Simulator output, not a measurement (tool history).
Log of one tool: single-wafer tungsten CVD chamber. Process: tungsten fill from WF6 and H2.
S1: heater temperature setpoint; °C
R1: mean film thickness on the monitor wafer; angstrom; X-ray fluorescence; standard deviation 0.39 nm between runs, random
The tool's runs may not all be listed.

Run 1, day 0: S1 390 °C, chamber pressure (Torr) 43.1, deposition time (s) 30.5. Result: R1 909.06 angstrom.
Run 2, day 0.308: S1 388 °C, chamber pressure (Torr) 43, deposition time (s) 30.5. Result: R1 879.21 angstrom.
Run 3, day 0.433: S1 394 °C, chamber pressure (Torr) 43, deposition time (s) 30.5. Result: R1 984.34 angstrom.
Run 4, day 0.496: S1 392 °C, chamber pressure (Torr) 42.9, deposition time (s) 30.5. Result: R1 946.96 angstrom.
Run 5, day 0.771: S1 390 °C, chamber pressure (Torr) 42.8, deposition time (s) 30.5. Result: R1 914.3 angstrom.
Run 6, day 1.112: S1 380 °C, chamber pressure (Torr) 42.8, deposition time (s) 30.5. Result: R1 759.74 angstrom.
Run 7, day 1.35: S1 379 °C, chamber pressure (Torr) 42.8, deposition time (s) 30.5. Result: R1 742.35 angstrom.
Run 8, day 1.483: S1 378 °C, chamber pressure (Torr) 42.8, deposition time (s) 30.5. Result: R1 734.36 angstrom.

Expected results for the next run?
Run 9, day 1.829: S1 377 °C, chamber pressure (Torr) 42.8, deposition time (s) 30.5. Result: R1 ?.

Run 9 produced R1 719.85 angstrom.
